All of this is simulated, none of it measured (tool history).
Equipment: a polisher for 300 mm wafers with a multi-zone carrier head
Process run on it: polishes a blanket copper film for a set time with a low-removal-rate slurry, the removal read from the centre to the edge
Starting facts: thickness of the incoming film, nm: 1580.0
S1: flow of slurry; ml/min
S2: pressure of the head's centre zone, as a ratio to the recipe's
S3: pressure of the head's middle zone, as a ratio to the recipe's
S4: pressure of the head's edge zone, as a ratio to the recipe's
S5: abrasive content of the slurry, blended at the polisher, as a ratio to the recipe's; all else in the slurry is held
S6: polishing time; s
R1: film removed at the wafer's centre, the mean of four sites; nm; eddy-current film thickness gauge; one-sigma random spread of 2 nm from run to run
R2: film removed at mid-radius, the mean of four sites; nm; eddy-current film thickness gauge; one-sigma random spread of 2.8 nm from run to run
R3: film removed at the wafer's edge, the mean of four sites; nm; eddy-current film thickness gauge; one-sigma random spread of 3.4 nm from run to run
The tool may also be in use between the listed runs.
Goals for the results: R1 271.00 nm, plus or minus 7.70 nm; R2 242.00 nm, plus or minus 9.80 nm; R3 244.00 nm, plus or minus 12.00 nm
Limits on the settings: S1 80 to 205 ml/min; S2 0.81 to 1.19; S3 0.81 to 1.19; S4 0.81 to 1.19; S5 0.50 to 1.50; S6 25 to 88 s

run,hour,S1,S2,S3,S4,S5,S6,R1,R2,R3
1,0.0,135,1.00,1.00,1.00,1.00,56,203.31,197.64,195.75
2,4.8,135,1.00,1.00,1.05,1.00,56,199.69,198.05,196.90
3,8.5,135,1.00,1.00,1.05,1.15,56,209.53,206.17,212.83
4,12.9,140,1.02,1.01,1.05,1.20,56,221.46,216.05,212.53
5,13.9,140,1.02,1.05,1.05,1.20,56,221.31,216.80,214.57
6,19.7,145,1.03,1.04,1.07,1.25,56,224.02,220.82,224.73
7,21.5,150,1.05,1.04,1.07,1.25,56,232.55,219.82,220.32
8,29.3,155,1.06,1.05,1.08,1.30,56,238.41,229.62,225.86
9,34.0,160,1.07,1.05,1.09,1.30,56,241.28,232.53,225.13
10,35.0,160,1.08,1.04,1.10,1.35,56,247.04,230.02,236.68
11,41.1,165,1.09,1.04,1.10,1.35,56,250.44,231.01,229.63
12,45.2,165,1.10,1.04,1.11,1.35,56,253.23,227.59,236.16
13,49.3,170,1.10,1.04,1.11,1.35,56,253.20,232.36,234.34
14,55.4,170,1.11,1.04,1.11,1.35,56,257.78,234.13,235.44

Exercise: of the 5 proposed moves below, exactly one satisfies all targets within the stated allowed misses. Which move is it?
A,61.5,165,1.12,1.04,1.11,1.40,59,?,?,?
B,61.5,115,1.10,0.81,1.19,1.50,67,?,?,?
C,61.5,145,1.07,0.89,1.19,1.45,62,?,?,?
D,61.5,175,1.19,1.05,1.07,1.50,57,?,?,?
E,61.5,170,1.10,1.09,1.11,1.20,56,?,?,?

move,R1,R2,R3
A,272.39,247.25,250.41
B,282.60,218.28,282.80
C,268.01,226.76,269.17
D,287.95,247.36,244.26
E,245.65,235.45,229.28
A: every result lands within tolerance
B: the result that was furthest off in the last run now lies on the other side of its target
C: gets the furthest-off result to its target, but another result is out of tolerance
D: the result that was furthest off in the last run now lies on the other side of its target
E: misses by more than the last run did
The move that meets every target is A.
